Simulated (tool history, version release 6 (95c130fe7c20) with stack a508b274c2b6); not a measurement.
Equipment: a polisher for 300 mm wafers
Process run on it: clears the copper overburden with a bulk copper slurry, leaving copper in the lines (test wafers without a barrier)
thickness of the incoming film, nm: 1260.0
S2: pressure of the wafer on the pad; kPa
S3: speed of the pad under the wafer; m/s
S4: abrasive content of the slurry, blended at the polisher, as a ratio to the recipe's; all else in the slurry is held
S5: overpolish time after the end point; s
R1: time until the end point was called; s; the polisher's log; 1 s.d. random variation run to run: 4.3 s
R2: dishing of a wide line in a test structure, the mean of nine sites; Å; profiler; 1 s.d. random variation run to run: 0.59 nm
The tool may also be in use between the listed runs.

run 1 day=0.000 | flow_of_slurry_(ml/min)=130 S2=24.1 S3=1.08 S4=1.0 S5=17 | R1=92.971 R2=455.55
run 2 day=0.279 | flow_of_slurry_(ml/min)=130 S2=22.8 S3=1.04 S4=1.0 S5=17 | R1=101.090 R2=479.12
run 3 day=0.388 | flow_of_slurry_(ml/min)=100 S2=22.8 S3=1.04 S4=1.0 S5=17 | R1=107.130 R2=464.56
run 4 day=0.683 | flow_of_slurry_(ml/min)=100 S2=18.6 S3=1.04 S4=1.0 S5=17 | R1=134.220 R2=430.41
run 5 day=1.021 | flow_of_slurry_(ml/min)=100 S2=18.6 S3=1.04 S4=0.8 S5=17 | R1=133.960 R2=422.97
run 6 day=1.229 | flow_of_slurry_(ml/min)=100 S2=18.6 S3=1.04 S4=0.9 S5=17 | R1=133.980 R2=436.88
run 7 day=1.442 | flow_of_slurry_(ml/min)=95 S2=11.7 S3=0.78 S4=0.9 S5=17 | R1=272.130 R2=332.61
run 8 day=1.779 | flow_of_slurry_(ml/min)=95 S2=12.4 S3=0.78 S4=0.9 S5=19 | R1=257.180 R2=347.74

Run 9 has not been measured yet. What should we expect?
-- day=2.121 head pressure recalibrated
run 9 day=2.121 | flow_of_slurry_(ml/min)=95 S2=12.4 S3=0.78 S4=0.9 S5=20 | R1=? R2=?

Run 9 measured R1 236.680 s, R2 365.91 Å.

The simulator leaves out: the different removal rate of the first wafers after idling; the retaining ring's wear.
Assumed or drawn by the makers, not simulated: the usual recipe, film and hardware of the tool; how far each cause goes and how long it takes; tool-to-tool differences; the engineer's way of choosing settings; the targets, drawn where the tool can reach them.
